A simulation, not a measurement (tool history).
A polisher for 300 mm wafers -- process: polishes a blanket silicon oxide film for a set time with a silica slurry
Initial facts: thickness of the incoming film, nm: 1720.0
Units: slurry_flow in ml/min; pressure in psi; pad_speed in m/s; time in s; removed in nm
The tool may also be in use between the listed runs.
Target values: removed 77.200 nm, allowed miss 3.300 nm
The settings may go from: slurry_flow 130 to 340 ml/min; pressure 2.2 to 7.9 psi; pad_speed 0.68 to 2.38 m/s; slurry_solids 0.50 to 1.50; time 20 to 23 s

run 1 day=0.000 | slurry_flow=220 pressure=5.0 pad_speed=1.52 slurry_solids=1.00 time=23 | removed=134.830
run 2 day=0.296 | slurry_flow=220 pressure=5.0 pad_speed=1.52 slurry_solids=1.10 time=23 | removed=140.510
run 3 day=0.558 | slurry_flow=220 pressure=5.0 pad_speed=1.52 slurry_solids=1.10 time=23 | removed=142.310
run 4 day=0.775 | slurry_flow=220 pressure=4.5 pad_speed=1.50 slurry_solids=1.10 time=23 | removed=129.040
run 5 day=0.938 | slurry_flow=220 pressure=4.1 pad_speed=1.46 slurry_solids=1.10 time=23 | removed=114.930
run 6 day=1.071 | slurry_flow=220 pressure=3.8 pad_speed=1.46 slurry_solids=1.10 time=23 | removed=105.840
run 7 day=1.267 | slurry_flow=220 pressure=3.6 pad_speed=1.46 slurry_solids=1.10 time=23 | removed=99.654
run 8 day=1.588 | slurry_flow=220 pressure=3.4 pad_speed=1.46 slurry_solids=1.10 time=23 | removed=94.623
run 9 day=1.933 | slurry_flow=220 pressure=3.3 pad_speed=1.46 slurry_solids=1.10 time=23 | removed=93.447
run 10 day=2.254 | slurry_flow=220 pressure=3.2 pad_speed=1.46 slurry_solids=1.10 time=23 | removed=89.309
run 11 day=2.508 | slurry_flow=220 pressure=3.1 pad_speed=1.46 slurry_solids=1.10 time=23 | removed=88.310
run 12 day=2.804 | slurry_flow=220 pressure=2.3 pad_speed=1.44 slurry_solids=1.10 time=23 | removed=65.791
run 13 day=2.908 | slurry_flow=220 pressure=2.4 pad_speed=1.44 slurry_solids=1.10 time=23 | removed=68.314
run 14 day=3.242 | slurry_flow=220 pressure=2.5 pad_speed=1.44 slurry_solids=1.10 time=23 | removed=69.571
run 15 day=3.408 | slurry_flow=220 pressure=2.6 pad_speed=1.44 slurry_solids=1.10 time=23 | removed=73.306

Which of these 4 next moves meets every target?
run A day=3.575 | slurry_flow=205 pressure=3.2 pad_speed=1.28 slurry_solids=1.05 time=20 | removed=?
run B day=3.575 | slurry_flow=185 pressure=3.0 pad_speed=1.42 slurry_solids=1.15 time=23 | removed=?
run C day=3.575 | slurry_flow=205 pressure=3.0 pad_speed=1.42 slurry_solids=1.05 time=20 | removed=?
run D day=3.575 | slurry_flow=290 pressure=2.7 pad_speed=1.48 slurry_solids=1.20 time=22 | removed=?

move=A removed=68.547
move=B removed=82.711
move=C removed=70.041
move=D removed=77.919
A: misses by more than the last run did
B: the result that was furthest off in the last run now lies on the other side of its target
C: misses by more than the last run did
D: all results land within tolerance of their targets
D meets every target.

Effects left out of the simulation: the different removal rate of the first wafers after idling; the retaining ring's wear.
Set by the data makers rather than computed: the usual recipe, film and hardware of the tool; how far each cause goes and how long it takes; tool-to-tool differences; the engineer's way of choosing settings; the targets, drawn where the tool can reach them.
